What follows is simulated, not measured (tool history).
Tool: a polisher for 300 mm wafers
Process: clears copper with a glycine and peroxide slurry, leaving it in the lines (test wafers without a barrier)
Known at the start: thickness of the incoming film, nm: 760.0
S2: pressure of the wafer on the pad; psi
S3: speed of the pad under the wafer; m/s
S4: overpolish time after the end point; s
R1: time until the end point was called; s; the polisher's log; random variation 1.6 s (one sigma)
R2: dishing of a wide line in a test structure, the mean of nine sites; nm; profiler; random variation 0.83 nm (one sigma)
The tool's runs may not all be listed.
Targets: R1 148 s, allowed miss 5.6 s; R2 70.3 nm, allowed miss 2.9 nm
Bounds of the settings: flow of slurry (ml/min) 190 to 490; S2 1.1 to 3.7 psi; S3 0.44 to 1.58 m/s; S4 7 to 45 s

run 1 hour=0 | flow_of_slurry_(ml/min)=315 S2=2.4 S3=1 S4=23 | R1=183.27 R2=51.955
run 2 hour=1.5 | flow_of_slurry_(ml/min)=315 S2=2.5 S3=1 S4=24 | R1=173.49 R2=52.703
run 3 hour=9 | flow_of_slurry_(ml/min)=315 S2=2.5 S3=1 S4=25 | R1=175.94 R2=55.06
run 4 hour=14.5 | flow_of_slurry_(ml/min)=315 S2=2.5 S3=1 S4=17 | R1=171.78 R2=43.879
run 5 hour=22 | flow_of_slurry_(ml/min)=315 S2=2.5 S3=1 S4=19 | R1=174.29 R2=47.041
run 6 hour=25.6 | flow_of_slurry_(ml/min)=315 S2=2.6 S3=1 S4=20 | R1=171.49 R2=48.788
run 7 hour=31.6 | flow_of_slurry_(ml/min)=315 S2=2.7 S3=1 S4=21 | R1=164.13 R2=51.821
run 8 hour=40.7 | flow_of_slurry_(ml/min)=315 S2=2.7 S3=1 S4=22 | R1=164.33 R2=51.903
run 9 hour=43.3 | flow_of_slurry_(ml/min)=315 S2=2.7 S3=1 S4=23 | R1=166.48 R2=54.814
run 10 hour=50.9 | flow_of_slurry_(ml/min)=315 S2=2.8 S3=1 S4=24 | R1=157.96 R2=57.477
run 11 hour=57.8 | flow_of_slurry_(ml/min)=315 S2=2.8 S3=1 S4=25 | R1=161.3 R2=57.528
run 12 hour=63.4 | flow_of_slurry_(ml/min)=315 S2=2.8 S3=1 S4=26 | R1=160.21 R2=59.928
run 13 hour=64.3 | flow_of_slurry_(ml/min)=315 S2=3 S3=1 S4=28 | R1=150.34 R2=63.597

4 next moves are on the table. One of them brings every result within its allowed miss. Which?
run A hour=65.2 | flow_of_slurry_(ml/min)=380 S2=3.1 S3=0.94 S4=34 | R1=? R2=?
run B hour=65.2 | flow_of_slurry_(ml/min)=245 S2=2.7 S3=1.46 S4=25 | R1=? R2=?
run C hour=65.2 | flow_of_slurry_(ml/min)=330 S2=3 S3=0.88 S4=28 | R1=? R2=?
run D hour=65.2 | flow_of_slurry_(ml/min)=315 S2=3.2 S3=1.06 S4=32 | R1=? R2=?

move=A R1=147.63 R2=71.019
move=B R1=129.91 R2=63.943
move=C R1=159.66 R2=62.938
move=D R1=135.45 R2=71.139
A: meets every target
B: further off than the last run
C: further off than the last run
D: brings the result that was furthest off to its target, and leaves another outside
Move A is the one to make.
